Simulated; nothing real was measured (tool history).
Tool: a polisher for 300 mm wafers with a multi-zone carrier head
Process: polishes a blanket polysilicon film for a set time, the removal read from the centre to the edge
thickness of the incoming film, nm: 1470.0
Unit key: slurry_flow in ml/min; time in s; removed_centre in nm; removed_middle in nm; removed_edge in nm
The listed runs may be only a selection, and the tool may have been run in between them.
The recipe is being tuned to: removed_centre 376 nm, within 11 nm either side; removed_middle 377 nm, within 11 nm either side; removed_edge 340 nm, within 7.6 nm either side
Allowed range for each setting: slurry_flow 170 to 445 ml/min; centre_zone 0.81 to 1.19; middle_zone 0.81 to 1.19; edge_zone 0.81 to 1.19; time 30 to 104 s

run	hour	slurry_flow	centre_zone	middle_zone	edge_zone	time	removed_centre	removed_middle	removed_edge
1	0	285	1	1	1	67	538.98	550.41	541.34
2	5.9	285	0.92	1	1	67	500.55	547.13	532.31
3	8	285	0.92	1	1	75	559.37	610.79	600.52
4	8.7	235	0.92	1	1	75	542.57	592.99	587.28
5	13.9	190	0.92	1	1	75	531.82	574.38	580.14
6	17.3	200	0.93	1	0.98	71	504.36	554.43	548.12
7	19	200	0.93	1	0.98	71	509.76	551.96	548.3
8	23.4	215	0.94	1	0.97	67	491.01	530.98	513.88
9	24.2	220	0.94	0.99	0.96	64	472.73	495.84	491.74
10	27.6	230	0.94	0.99	0.95	61	449.68	483.57	468.13
11	30.4	240	0.95	0.99	0.94	59	443.1	461.9	456.81
# hour 37.3: worn pad replaced by a new one
12	37.3	250	0.96	1	0.93	57	460.88	484.83	467.92
13	39.2	225	1.02	0.98	0.83	39	330.45	322.16	304.76
14	40.6	240	1.02	0.98	0.83	39	334.52	320.97	309.19
15	48.2	255	1.02	0.99	0.83	39	337.26	326.45	308.48
16	51.9	265	1.02	1	0.84	39	337.9	333.96	309.87
17	60	275	1.02	1	0.85	39	341.98	335.09	310.66
18	63.1	280	1.02	1	0.86	39	346.4	334.25	315.3
19	64.5	280	1.02	1	0.86	39	337.49	339.46	315.5
20	71.7	285	1.03	1	0.87	39	347.17	333.88	319.72

Next run, 4 choices. One meets every target within its allowed miss, the rest don't. Which?
A	78.9	335	1.05	1.06	0.91	41	?	?	?
B	78.9	270	1.1	1.02	0.89	42	?	?	?
C	78.9	290	1.1	1.02	0.88	40	?	?	?
D	78.9	295	0.9	1	0.98	43	?	?	?

move	removed_centre	removed_middle	removed_edge
A	375	382.23	338.75
B	392.45	370.38	338.51
C	377.17	355.64	323.07
D	331.86	377.01	362.04
A: in spec on every target
B: meets the target for the result that was furthest off, but another lies outside its allowed miss
C: nearer the targets than the last run, but a result is still out of spec
D: meets the target for the result that was furthest off, but another lies outside its allowed miss
Answer: A

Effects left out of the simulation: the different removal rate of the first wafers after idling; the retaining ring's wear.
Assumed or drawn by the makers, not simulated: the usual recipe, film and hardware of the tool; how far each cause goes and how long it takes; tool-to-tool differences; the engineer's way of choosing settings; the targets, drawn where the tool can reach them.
